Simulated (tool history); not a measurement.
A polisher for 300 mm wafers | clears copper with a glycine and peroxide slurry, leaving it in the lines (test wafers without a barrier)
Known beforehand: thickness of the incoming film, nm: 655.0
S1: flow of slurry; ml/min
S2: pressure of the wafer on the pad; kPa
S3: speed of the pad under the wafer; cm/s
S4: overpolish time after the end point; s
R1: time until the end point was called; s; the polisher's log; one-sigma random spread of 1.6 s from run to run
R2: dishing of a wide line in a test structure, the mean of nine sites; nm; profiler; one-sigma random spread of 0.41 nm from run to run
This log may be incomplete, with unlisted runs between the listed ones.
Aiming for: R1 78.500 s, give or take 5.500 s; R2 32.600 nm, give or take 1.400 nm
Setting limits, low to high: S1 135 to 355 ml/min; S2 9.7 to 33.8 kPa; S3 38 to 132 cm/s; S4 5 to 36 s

run,day,S1,S2,S3,S4,R1,R2
1,0.000,225,21.4,84,18,100.300,77.474
2,0.154,225,21.4,72,18,112.830,71.269
3,0.388,215,20.0,78,17,109.610,71.166
4,0.638,215,20.0,94,17,100.440,75.410
5,0.788,215,20.0,94,20,98.665,85.434
6,1.058,215,20.0,94,16,97.588,72.316
7,1.150,230,18.6,96,15,102.450,68.470
8,1.292,220,19.3,90,14,104.110,62.683
9,1.321,210,20.0,88,13,102.760,59.044
10,1.404,200,21.4,82,12,107.030,55.192
11,1.696,200,21.4,82,12,103.850,54.181
12,1.929,195,22.8,78,11,104.160,50.336
13,2.221,135,29.0,54,5,116.120,22.932
14,2.342,140,29.6,56,5,115.680,23.583
15,2.383,140,29.6,56,5,111.760,22.749
16,2.608,140,29.6,56,5,114.130,23.335
17,2.954,150,33.8,80,6,81.145,37.761
18,3.017,150,33.8,80,6,82.233,37.644

Pick the move, out of 5, that brings all results within their allowed miss; only one does.
A,3.079,170,30.3,78,8,?,?
B,3.079,185,33.8,90,5,?,?
C,3.079,145,33.8,82,5,?,?
D,3.079,185,33.8,94,5,?,?
E,3.079,145,33.8,76,8,?,?

move,R1,R2
A,85.369,45.356
B,70.520,35.256
C,78.247,32.048
D,68.392,36.251
E,82.345,46.969
A: further off than the last run
B: gains on the last run, yet a result remains outside its allowed miss
C: hits every target within its allowed miss
D: gains on the last run, yet a result remains outside its allowed miss
E: further off than the last run
The right move is C.
